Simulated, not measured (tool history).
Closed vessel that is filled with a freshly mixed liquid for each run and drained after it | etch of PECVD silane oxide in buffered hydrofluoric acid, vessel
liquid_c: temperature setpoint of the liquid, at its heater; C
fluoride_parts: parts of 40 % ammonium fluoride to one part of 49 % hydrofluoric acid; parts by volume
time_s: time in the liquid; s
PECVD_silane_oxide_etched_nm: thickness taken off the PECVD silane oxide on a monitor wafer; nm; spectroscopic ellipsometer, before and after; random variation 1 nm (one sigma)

run	hour	liquid_c	fluoride_parts	time_s	PECVD_silane_oxide_etched_nm
1	0	22	14	30	46.372
2	8.3	22	17	30	37.478
3	10.4	23	15.5	30	44.078
4	19.1	23	15.5	30	43.699
5	23.7	24	14	30	51.444
6	29.2	25	13	30	57.511
7	36.3	25.5	12	30	64.465
8	37.6	26	11.5	30	68.152
9	42.5	26.5	11	30	73.094
10	45.2	27	10.5	30	79.793

Forecast run 11:
11	47.1	27.5	10	30	?

PECVD_silane_oxide_etched_nm: 86.174 nm
